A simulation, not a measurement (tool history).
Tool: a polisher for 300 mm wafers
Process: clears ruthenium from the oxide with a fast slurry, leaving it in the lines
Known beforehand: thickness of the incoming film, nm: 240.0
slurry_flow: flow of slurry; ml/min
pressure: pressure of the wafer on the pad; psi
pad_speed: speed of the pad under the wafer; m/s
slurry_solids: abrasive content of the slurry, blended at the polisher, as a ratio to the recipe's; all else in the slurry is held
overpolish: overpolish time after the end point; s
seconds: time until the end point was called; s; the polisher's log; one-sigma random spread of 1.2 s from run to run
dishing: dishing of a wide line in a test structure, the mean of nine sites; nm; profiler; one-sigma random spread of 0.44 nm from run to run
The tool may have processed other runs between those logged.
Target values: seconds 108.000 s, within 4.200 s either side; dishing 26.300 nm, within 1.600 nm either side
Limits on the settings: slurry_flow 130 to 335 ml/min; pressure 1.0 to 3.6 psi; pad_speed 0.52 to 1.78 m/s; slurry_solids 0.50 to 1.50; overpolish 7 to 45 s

run	hour	slurry_flow	pressure	pad_speed	slurry_solids	overpolish	seconds	dishing
1	0.0	215	2.3	1.14	1.00	23	62.571	68.366
2	2.9	215	2.3	1.14	1.00	27	61.689	77.918
3	9.0	220	2.0	1.10	1.00	21	74.445	57.733
4	10.7	220	2.0	1.32	1.00	21	60.376	62.972
5	12.3	215	1.8	1.30	0.90	17	73.635	45.829
6	13.0	195	1.8	1.30	0.90	17	74.225	45.815
7	17.2	195	1.6	1.30	0.85	15	86.000	37.849
8	25.3	200	1.1	1.30	0.85	9	123.420	16.592
9	29.1	195	1.2	1.30	0.80	10	117.350	18.808
10	30.4	190	1.2	1.30	0.80	11	118.450	21.117

Which one of the following 5 next-run settings gets every result inside its allowed miss? There is exactly one.
A	31.7	135	1.1	1.72	0.75	16	?	?
B	31.7	170	1.5	1.28	0.70	11	?	?
C	31.7	205	1.3	1.48	0.80	14	?	?
D	31.7	175	1.4	1.38	0.70	13	?	?
E	31.7	245	1.2	1.22	0.80	17	?	?

move	seconds	dishing
A	109.660	31.866
B	110.020	22.564
C	97.347	31.457
D	109.000	26.548
E	123.570	30.226
A: carries the result that was furthest off beyond its target, to the other side
B: gains on the last run, yet a result remains outside its allowed miss
C: carries the result that was furthest off beyond its target, to the other side
D: every result within its allowed miss
E: carries the result that was furthest off beyond its target, to the other side
D meets every target.
